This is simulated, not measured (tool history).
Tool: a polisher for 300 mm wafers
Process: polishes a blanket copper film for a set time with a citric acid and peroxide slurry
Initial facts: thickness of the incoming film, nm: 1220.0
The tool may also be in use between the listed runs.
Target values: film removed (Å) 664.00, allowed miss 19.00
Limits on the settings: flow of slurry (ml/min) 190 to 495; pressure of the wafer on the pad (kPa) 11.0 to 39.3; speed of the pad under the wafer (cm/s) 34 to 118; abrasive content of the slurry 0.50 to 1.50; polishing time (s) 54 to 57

run	hour	flow of slurry (ml/min)	pressure of the wafer on the pad (kPa)	speed of the pad under the wafer (cm/s)	abrasive content of the slurry	polishing time (s)	film removed (Å)
1	0.0	320	24.8	76	1.00	54	1178.00
2	5.4	320	24.8	68	1.00	54	1059.30
3	13.5	320	24.8	68	0.90	54	1039.00
4	22.3	320	24.8	68	0.90	57	1109.50
5	29.5	320	24.8	68	0.75	57	1058.60
6	31.9	320	22.8	68	0.75	57	977.32
7	37.3	320	21.4	68	0.75	57	920.84
8	38.1	320	20.0	68	0.75	57	851.60
9	44.1	320	19.3	68	0.75	57	839.60
10	47.7	320	18.6	68	0.75	57	799.63
11	55.4	320	17.9	68	0.75	57	781.53
12	57.0	320	17.2	68	0.75	57	736.46
13	59.8	320	15.9	68	0.75	57	699.39

Exactly one of the 5 candidate moves below puts every result within its allowed miss. Which one?
A	62.6	315	13.8	72	0.65	57	?
B	62.6	270	18.6	58	0.85	54	?
C	62.6	315	19.3	62	0.75	55	?
D	62.6	190	15.2	86	0.65	54	?
E	62.6	275	17.9	68	0.75	57	?

move	film removed (Å)
A	610.59
B	649.02
C	722.40
D	708.84
E	752.34
A: takes the biggest miss from the last run beyond its target
B: meets every target
C: lands further from the targets than the last run did
D: lands further from the targets than the last run did
E: lands further from the targets than the last run did
B is the move that brings every result within its allowed miss.

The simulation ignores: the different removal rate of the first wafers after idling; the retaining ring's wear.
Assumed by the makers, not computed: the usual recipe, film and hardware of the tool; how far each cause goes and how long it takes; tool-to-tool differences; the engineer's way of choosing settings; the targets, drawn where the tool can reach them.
